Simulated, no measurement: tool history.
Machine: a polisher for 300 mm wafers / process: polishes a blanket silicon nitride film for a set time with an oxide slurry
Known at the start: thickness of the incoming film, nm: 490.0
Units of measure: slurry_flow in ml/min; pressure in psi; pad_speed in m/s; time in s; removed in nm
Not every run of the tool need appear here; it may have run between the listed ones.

| run | hour | slurry_flow | pressure | pad_speed | slurry_solids | time | removed |
|---|---|---|---|---|---|---|---|
| 1 | 0 | 290 | 2.7 | 1.12 | 1 | 29 | 14.584 |
| 2 | 7.1 | 290 | 2.5 | 1.12 | 1 | 29 | 13.333 |
| 3 | 15.6 | 335 | 2.5 | 1.12 | 1 | 29 | 13.544 |
| 4 | 22.9 | 290 | 2.5 | 1.12 | 1 | 29 | 13.076 |
| 5 | 28.5 | 265 | 2.5 | 1.12 | 1 | 29 | 13.145 |
| 6 | 37.3 | 265 | 2.4 | 1.12 | 1 | 29 | 12.605 |
| 7 | 42.8 | 265 | 2.3 | 1.12 | 1 | 29 | 12.205 |

Expected results for the next run?
| 8 | 44.1 | 265 | 2.2 | 1.12 | 1 | 29 | ? |

{"run 8": {"removed": 11.666}}

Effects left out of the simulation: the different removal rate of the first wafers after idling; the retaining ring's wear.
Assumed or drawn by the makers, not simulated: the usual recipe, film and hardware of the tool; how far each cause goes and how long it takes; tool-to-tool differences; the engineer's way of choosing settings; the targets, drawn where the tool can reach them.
